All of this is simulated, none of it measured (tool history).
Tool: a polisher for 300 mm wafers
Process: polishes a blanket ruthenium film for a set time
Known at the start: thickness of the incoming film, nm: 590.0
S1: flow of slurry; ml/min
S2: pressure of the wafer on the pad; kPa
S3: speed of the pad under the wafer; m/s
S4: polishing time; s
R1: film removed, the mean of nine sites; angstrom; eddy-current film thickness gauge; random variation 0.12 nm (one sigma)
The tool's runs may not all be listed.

Run 1, hour 0.0: S1 300 ml/min, S2 19.3 kPa, S3 0.94 m/s, S4 20 s. Result: R1 297.13 angstrom.
Run 2, hour 3.2: S1 300 ml/min, S2 17.9 kPa, S3 0.92 m/s, S4 20 s. Result: R1 272.57 angstrom.
Run 3, hour 6.8: S1 300 ml/min, S2 17.9 kPa, S3 1.02 m/s, S4 20 s. Result: R1 293.26 angstrom.
Run 4, hour 11.4: S1 325 ml/min, S2 17.9 kPa, S3 1.02 m/s, S4 20 s. Result: R1 297.37 angstrom.
Run 5, hour 16.2: S1 325 ml/min, S2 16.5 kPa, S3 0.98 m/s, S4 20 s. Result: R1 265.39 angstrom.
Run 6, hour 19.7: S1 325 ml/min, S2 16.5 kPa, S3 1.14 m/s, S4 20 s. Result: R1 297.86 angstrom.
Run 7, hour 26.6: S1 325 ml/min, S2 15.2 kPa, S3 1.10 m/s, S4 20 s. Result: R1 268.80 angstrom.
Run 8, hour 35.0: S1 325 ml/min, S2 14.5 kPa, S3 1.06 m/s, S4 20 s. Result: R1 247.30 angstrom.
Run 9, hour 36.4: S1 325 ml/min, S2 13.8 kPa, S3 1.04 m/s, S4 20 s. Result: R1 233.42 angstrom.

The next listed run, before its measurement:
Run 10, hour 41.1: S1 325 ml/min, S2 13.1 kPa, S3 1.02 m/s, S4 20 s. Result: R1 ?.

R1: 221.59 angstrom
